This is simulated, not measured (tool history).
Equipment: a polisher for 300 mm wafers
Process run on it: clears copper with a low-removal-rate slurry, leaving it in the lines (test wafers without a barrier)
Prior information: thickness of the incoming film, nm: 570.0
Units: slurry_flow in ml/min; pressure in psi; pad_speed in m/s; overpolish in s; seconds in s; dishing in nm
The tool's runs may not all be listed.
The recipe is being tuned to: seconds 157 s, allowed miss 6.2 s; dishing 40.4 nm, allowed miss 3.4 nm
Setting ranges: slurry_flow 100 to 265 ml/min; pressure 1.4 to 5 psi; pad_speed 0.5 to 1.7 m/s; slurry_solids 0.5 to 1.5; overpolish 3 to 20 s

run,hour,slurry_flow,pressure,pad_speed,slurry_solids,overpolish,seconds,dishing
1,0,170,3.2,1.1,1,10,167.15,25.043
2,0.6,155,3.2,1.1,1,10,170.39,25.58
3,7.7,155,3.6,1.1,1,10,150.85,27.529
4,10.9,155,3.6,0.84,1,10,188.15,22.606
# hour 18.3: head pressure recalibrated
5,18.3,190,3.6,0.84,1,10,188.09,22.148
6,24.2,190,3.6,0.7,1,10,212.72,20.021
7,32.6,190,4.5,0.72,1,15,167.91,36.446
8,35.3,190,4.5,0.72,1,15,171.3,33.174
9,36.3,190,4.6,0.72,1,15,164.03,35.31

Consider the 5 candidate settings below. Which is the only one whose results all fall within their allowed miss of target?
A,37.3,175,4.5,0.78,1.15,20,?,?
B,37.3,200,4.7,0.78,0.9,16,?,?
C,37.3,175,4.7,0.72,1.3,10,?,?
D,37.3,200,4.4,0.92,0.95,14,?,?
E,37.3,200,4.8,0.66,1,16,?,?

move,seconds,dishing
A,158.99,46.427
B,155.3,40.042
C,158.21,26.828
D,145.53,37.83
E,168.54,37.59
A: pushes the last run's worst result past its target
B: in spec on every target
C: lands further from the targets than the last run did
D: puts the biggest miss on target and leaves a different result outside tolerance
E: puts the biggest miss on target and leaves a different result outside tolerance
The right move is B.
